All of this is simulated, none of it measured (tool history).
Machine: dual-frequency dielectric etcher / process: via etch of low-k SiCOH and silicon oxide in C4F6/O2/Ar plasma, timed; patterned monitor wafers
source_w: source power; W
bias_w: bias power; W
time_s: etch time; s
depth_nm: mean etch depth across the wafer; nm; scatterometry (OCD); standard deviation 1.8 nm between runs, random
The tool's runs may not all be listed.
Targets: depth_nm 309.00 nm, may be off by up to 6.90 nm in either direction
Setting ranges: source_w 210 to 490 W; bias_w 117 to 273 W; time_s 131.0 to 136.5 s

{"run": 1, "hour": 0.0, "source_w": 350, "bias_w": 195, "time_s": 131.0, "depth_nm": 340.86}
{"run": 2, "hour": 7.3, "source_w": 320, "bias_w": 195, "time_s": 131.0, "depth_nm": 330.75}
{"run": 3, "hour": 8.5, "source_w": 310, "bias_w": 194, "time_s": 131.0, "depth_nm": 327.21}
{"run": 4, "hour": 17.2, "source_w": 310, "bias_w": 194, "time_s": 136.5, "depth_nm": 337.72}
{"run": 5, "hour": 21.0, "source_w": 310, "bias_w": 210, "time_s": 136.5, "depth_nm": 351.03}
{"run": 6, "hour": 29.3, "source_w": 300, "bias_w": 208, "time_s": 136.5, "depth_nm": 345.03}
{"run": 7, "hour": 31.9, "source_w": 290, "bias_w": 206, "time_s": 136.5, "depth_nm": 336.48}
{"run": 8, "hour": 32.8, "source_w": 280, "bias_w": 205, "time_s": 136.5, "depth_nm": 335.25}

Next run, 4 choices. One meets every target within its allowed miss, the rest don't. Which?
{"run": "A", "hour": 33.7, "source_w": 270, "bias_w": 192, "time_s": 131.0, "depth_nm": "?"}
{"run": "B", "hour": 33.7, "source_w": 260, "bias_w": 232, "time_s": 131.5, "depth_nm": "?"}
{"run": "C", "hour": 33.7, "source_w": 340, "bias_w": 198, "time_s": 132.5, "depth_nm": "?"}
{"run": "D", "hour": 33.7, "source_w": 290, "bias_w": 149, "time_s": 131.0, "depth_nm": "?"}

move=A depth_nm=310.50
move=B depth_nm=327.98
move=C depth_nm=345.16
move=D depth_nm=293.45
A: every result lands within tolerance
B: closes in on the targets versus the last run, not all within tolerance yet
C: the biggest miss grows against the last run
D: takes the result that was furthest off past its target
Answer: A
